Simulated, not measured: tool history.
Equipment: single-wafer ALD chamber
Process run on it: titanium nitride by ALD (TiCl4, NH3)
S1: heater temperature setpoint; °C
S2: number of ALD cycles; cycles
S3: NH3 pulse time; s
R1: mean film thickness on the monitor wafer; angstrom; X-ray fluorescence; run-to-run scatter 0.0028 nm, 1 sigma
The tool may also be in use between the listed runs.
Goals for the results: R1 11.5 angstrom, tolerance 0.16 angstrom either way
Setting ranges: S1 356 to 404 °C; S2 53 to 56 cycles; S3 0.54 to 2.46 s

run 1 day=0 | S1=380 S2=56 S3=1.5 | R1=12.211
run 2 day=0.179 | S1=389 S2=56 S3=1.5 | R1=12.263
run 3 day=0.221 | S1=389 S2=56 S3=1.84 | R1=12.455
run 4 day=0.258 | S1=389 S2=56 S3=1.84 | R1=12.434
run 5 day=0.438 | S1=389 S2=56 S3=1.46 | R1=12.242
run 6 day=0.612 | S1=389 S2=56 S3=1.46 | R1=12.325
run 7 day=0.667 | S1=387 S2=55 S3=1.38 | R1=11.99
run 8 day=0.921 | S1=387 S2=55 S3=1.34 | R1=11.966
run 9 day=1.092 | S1=387 S2=55 S3=1.31 | R1=11.981
run 10 day=1.354 | S1=386 S2=55 S3=1.27 | R1=11.918

Which single option among these 5 for the next run brings every result within its allowed miss of target? Just one does.
run A day=1.617 | S1=398 S2=53 S3=1.59 | R1=?
run B day=1.617 | S1=377 S2=55 S3=1.46 | R1=?
run C day=1.617 | S1=377 S2=53 S3=1.46 | R1=?
run D day=1.617 | S1=389 S2=55 S3=1 | R1=?
run E day=1.617 | S1=383 S2=54 S3=1.76 | R1=?

move=A R1=11.81
move=B R1=11.887
move=C R1=11.454
move=D R1=11.81
move=E R1=11.892
A: nearer than the last run, and not there yet
B: nearer than the last run, and not there yet
C: all results land within tolerance of their targets
D: nearer than the last run, and not there yet
E: nearer than the last run, and not there yet
C is the move that brings every result within its allowed miss.
